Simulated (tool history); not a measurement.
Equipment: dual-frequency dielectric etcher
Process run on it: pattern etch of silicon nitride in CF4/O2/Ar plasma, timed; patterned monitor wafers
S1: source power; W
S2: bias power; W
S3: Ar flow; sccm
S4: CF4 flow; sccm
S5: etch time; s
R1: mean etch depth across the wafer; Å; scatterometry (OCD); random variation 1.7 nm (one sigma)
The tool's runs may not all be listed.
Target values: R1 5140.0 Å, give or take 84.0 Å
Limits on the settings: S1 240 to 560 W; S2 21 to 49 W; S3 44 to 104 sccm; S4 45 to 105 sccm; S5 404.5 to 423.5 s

| run | day | S1 | S2 | S3 | S4 | S5 | R1 |
|---|---|---|---|---|---|---|---|
| 1 | 0.000 | 400 | 35 | 74 | 75 | 404.5 | 5592.0 |
| 2 | 0.183 | 450 | 35 | 74 | 75 | 404.5 | 6320.9 |
| 3 | 0.208 | 450 | 35 | 69 | 75 | 404.5 | 6385.1 |
| 4 | 0.321 | 430 | 35 | 69 | 75 | 404.5 | 6134.3 |
| 5 | 0.546 | 490 | 35 | 69 | 75 | 404.5 | 6993.9 |
| 6 | 0.717 | 490 | 35 | 69 | 82 | 404.5 | 7061.2 |
| 7 | 0.875 | 460 | 35 | 69 | 82 | 404.5 | 6674.6 |
| 8 | 0.933 | 430 | 35 | 69 | 82 | 404.5 | 6189.7 |
| 9 | 1.146 | 410 | 35 | 69 | 82 | 404.5 | 5887.6 |
| 10 | 1.233 | 400 | 35 | 69 | 82 | 404.5 | 5699.0 |

4 candidate next runs follow, results not yet known. Just one meets every target within its allowed miss. Identify it.
| A | 1.321 | 360 | 37 | 80 | 95 | 406.5 | ? |
| B | 1.321 | 370 | 36 | 64 | 69 | 413.0 | ? |
| C | 1.321 | 370 | 35 | 63 | 83 | 410.0 | ? |
| D | 1.321 | 360 | 31 | 72 | 85 | 423.5 | ? |

| move | R1 |
|---|---|
| A | 5280.2 |
| B | 5375.3 |
| C | 5427.8 |
| D | 5137.2 |
A: nearer than the last run, and not there yet
B: nearer than the last run, and not there yet
C: nearer than the last run, and not there yet
D: hits every target within its allowed miss
So the answer is move D, the one that meets all the targets.
